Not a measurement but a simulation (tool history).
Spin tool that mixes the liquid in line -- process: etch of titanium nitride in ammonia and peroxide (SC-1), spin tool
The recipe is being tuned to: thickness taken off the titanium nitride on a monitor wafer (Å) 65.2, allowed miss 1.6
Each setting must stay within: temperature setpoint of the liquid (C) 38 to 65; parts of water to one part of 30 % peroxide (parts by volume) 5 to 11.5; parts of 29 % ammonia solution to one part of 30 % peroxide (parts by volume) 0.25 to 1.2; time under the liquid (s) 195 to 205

run,hour,temperature setpoint of the liquid (C),parts of water to one part of 30 % peroxide (parts by volume),parts of 29 % ammonia solution to one part of 30 % peroxide (parts by volume),time under the liquid (s),thickness taken off the titanium nitride on a monitor wafer (Å)
1,0,49,6.5,0.95,195,106.43
2,2.7,49,6.5,1.05,195,107.7
3,6.5,47,6.5,1.05,195,93.606
4,7.4,45.5,6.5,1.05,195,83.664
5,13.2,45.5,5.5,1.05,195,89.989
6,20.9,44.5,5.5,1.05,195,85.619
7,25.7,43.5,5.5,1.05,195,78.535
8,31.7,40.5,5.5,1.05,195,61.883

Next run, 5 choices. One meets every target within its allowed miss, the rest don't. Which?
A,37.7,42.5,6.5,1.2,195,?
B,37.7,38.5,5,0.8,200,?
C,37.7,41.5,5.5,1.05,200,?
D,37.7,40,5.5,0.95,195,?
E,37.7,40,5,1.05,200,?

move,thickness taken off the titanium nitride on a monitor wafer (Å)
A,68.716
B,55.973
C,69.441
D,59.837
E,64.81
A: takes the result that was furthest off past its target
B: lands further from the targets than the last run did
C: takes the result that was furthest off past its target
D: lands further from the targets than the last run did
E: each result inside its tolerance
The move that meets every target is E.
